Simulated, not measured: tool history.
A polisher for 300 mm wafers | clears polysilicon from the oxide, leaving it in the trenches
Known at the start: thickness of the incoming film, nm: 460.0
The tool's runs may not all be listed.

run	hour	flow of slurry (ml/min)	pressure of the wafer on the pad (psi)	speed of the pad under the wafer (cm/s)	overpolish time after the end point (s)	time until the end point was called (s)	dishing of a wide line in a test structure (nm)
1	0.0	220	3.1	116	13	23.639	73.563
2	5.0	220	2.9	114	12	25.293	72.771
3	14.0	205	2.9	104	11	28.552	68.684
4	16.7	195	3.0	96	10	29.420	66.429
5	19.8	195	3.0	114	10	26.436	68.256
6	28.3	195	3.0	114	6	25.906	56.998

The next listed run, before its measurement:
7	37.0	195	2.8	114	6	?	?

time until the end point was called (s): 27.969
dishing of a wide line in a test structure (nm): 56.539
